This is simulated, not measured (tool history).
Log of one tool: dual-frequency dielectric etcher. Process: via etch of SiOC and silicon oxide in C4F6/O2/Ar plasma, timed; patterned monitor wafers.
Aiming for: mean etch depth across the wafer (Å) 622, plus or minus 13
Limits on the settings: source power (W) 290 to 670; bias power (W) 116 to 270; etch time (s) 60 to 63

run,day,source power (W),bias power (W),etch time (s),mean etch depth across the wafer (Å)
1,0,480,193,60,700.68
2,0.071,480,218,60,730.53
3,0.138,530,218,60,763.27
4,0.279,530,218,60,763.61
5,0.638,460,218,60,720.38
6,0.688,410,213,60,677.13
7,0.804,380,211,60,657.86
8,1.05,310,205,60,610.21

Which one of the following 5 next-run settings gets every result inside its allowed miss? There is exactly one.
A,1.296,300,190,61,?
B,1.296,290,210,62.5,?
C,1.296,290,189,62,?
D,1.296,290,204,60.5,?
E,1.296,300,190,60.5,?

move,mean etch depth across the wafer (Å)
A,598.03
B,623.84
C,599.02
D,598.44
E,593.13
A: further off than the last run
B: all results in spec
C: further off than the last run
D: further off than the last run
E: further off than the last run
The move that meets every target is B.
